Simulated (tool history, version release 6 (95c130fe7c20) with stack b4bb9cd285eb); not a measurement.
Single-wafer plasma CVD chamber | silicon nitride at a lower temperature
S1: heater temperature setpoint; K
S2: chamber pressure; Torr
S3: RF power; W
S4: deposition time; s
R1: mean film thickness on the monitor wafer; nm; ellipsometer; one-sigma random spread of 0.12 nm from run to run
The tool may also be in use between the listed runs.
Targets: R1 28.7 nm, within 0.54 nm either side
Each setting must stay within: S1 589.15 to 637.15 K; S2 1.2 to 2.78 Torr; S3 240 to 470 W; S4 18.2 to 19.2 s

{"run": 1, "hour": 0.0, "S1": 613.15, "S2": 1.99, "S3": 355, "S4": 19.2, "R1": 25.672}
{"run": 2, "hour": 3.5, "S1": 613.15, "S2": 1.99, "S3": 315, "S4": 19.2, "R1": 23.085}
{"run": 3, "hour": 5.6, "S1": 613.15, "S2": 2.09, "S3": 325, "S4": 19.2, "R1": 23.942}
{"run": 4, "hour": 12.2, "S1": 613.15, "S2": 1.78, "S3": 325, "S4": 19.2, "R1": 23.029}
{"run": 5, "hour": 16.9, "S1": 604.15, "S2": 1.78, "S3": 325, "S4": 19.2, "R1": 23.272}
{"run": 6, "hour": 22.4, "S1": 604.15, "S2": 1.91, "S3": 335, "S4": 19.2, "R1": 24.125}
{"run": 7, "hour": 28.0, "S1": 604.15, "S2": 2.01, "S3": 340, "S4": 19.2, "R1": 24.498}
{"run": 8, "hour": 31.9, "S1": 604.15, "S2": 2.09, "S3": 350, "S4": 19.2, "R1": 25.576}
{"run": 9, "hour": 37.9, "S1": 604.15, "S2": 2.17, "S3": 355, "S4": 19.2, "R1": 26.135}
{"run": 10, "hour": 40.1, "S1": 604.15, "S2": 2.24, "S3": 360, "S4": 19.2, "R1": 26.685}
{"run": 11, "hour": 47.3, "S1": 604.15, "S2": 2.3, "S3": 360, "S4": 19.2, "R1": 26.924}

Next run, 4 choices. One meets every target within its allowed miss, the rest don't. Which?
{"run": "A", "hour": 54.5, "S1": 594.15, "S2": 2.23, "S3": 375, "S4": 19, "R1": "?"}
{"run": "B", "hour": 54.5, "S1": 599.15, "S2": 2.34, "S3": 385, "S4": 19.2, "R1": "?"}
{"run": "C", "hour": 54.5, "S1": 603.15, "S2": 2.04, "S3": 395, "S4": 18.4, "R1": "?"}
{"run": "D", "hour": 54.5, "S1": 606.15, "S2": 2.52, "S3": 385, "S4": 18.2, "R1": "?"}

move=A R1=27.376
move=B R1=28.531
move=C R1=27.016
move=D R1=27.428
A: better than the last run, though not everything is in spec
B: in spec on every target
C: better than the last run, though not everything is in spec
D: better than the last run, though not everything is in spec
The right move is B.

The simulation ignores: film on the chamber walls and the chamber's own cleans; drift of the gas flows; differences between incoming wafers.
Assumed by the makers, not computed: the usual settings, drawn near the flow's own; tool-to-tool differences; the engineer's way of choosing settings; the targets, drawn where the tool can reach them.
